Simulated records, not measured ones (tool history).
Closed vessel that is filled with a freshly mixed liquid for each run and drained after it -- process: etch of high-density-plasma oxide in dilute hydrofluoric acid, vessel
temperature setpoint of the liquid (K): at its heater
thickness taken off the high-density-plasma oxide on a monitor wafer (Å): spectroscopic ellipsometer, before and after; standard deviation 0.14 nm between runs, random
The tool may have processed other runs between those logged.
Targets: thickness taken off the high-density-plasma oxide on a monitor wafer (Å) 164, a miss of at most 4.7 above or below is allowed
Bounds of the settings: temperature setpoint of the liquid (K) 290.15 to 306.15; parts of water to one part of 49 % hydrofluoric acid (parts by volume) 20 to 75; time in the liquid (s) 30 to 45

run	hour	temperature setpoint of the liquid (K)	parts of water to one part of 49 % hydrofluoric acid (parts by volume)	time in the liquid (s)	thickness taken off the high-density-plasma oxide on a monitor wafer (Å)
1	0	298.15	45	45	77.144
2	1.2	300.15	45	45	82.616
3	9.6	300.65	40	45	95.373
4	17.6	300.65	45	45	84.757
5	24.3	301.15	40	45	97.641
6	26.6	301.15	40	30	65.532
7	28.4	299.65	35	30	71.218
8	33.8	300.65	35	30	73.721
9	40.1	304.65	20	45	231.19
10	41.4	304.15	20	45	230.7
11	42.1	303.65	20	45	224.31
12	50.6	303.15	20	45	219.17
13	53.1	302.65	20	45	216.36
14	53.8	298.65	20	45	181.86
15	60.8	298.15	20	45	178.3
16	64.4	297.65	20	45	176

5 next moves are on the table. One of them brings every result within its allowed miss. Which?
A	68	297.65	20	40	?
B	68	299.15	20	40	?
C	68	297.15	20	40	?
D	68	298.65	20	45	?
E	68	302.15	20	40	?

move	thickness taken off the high-density-plasma oxide on a monitor wafer (Å)
A	155.04
B	165.08
C	151.8
D	181.88
E	186.8
A: takes the result that was furthest off past its target
B: each result inside its tolerance
C: takes the result that was furthest off past its target
D: the biggest miss grows against the last run
E: the biggest miss grows against the last run
B meets every target.

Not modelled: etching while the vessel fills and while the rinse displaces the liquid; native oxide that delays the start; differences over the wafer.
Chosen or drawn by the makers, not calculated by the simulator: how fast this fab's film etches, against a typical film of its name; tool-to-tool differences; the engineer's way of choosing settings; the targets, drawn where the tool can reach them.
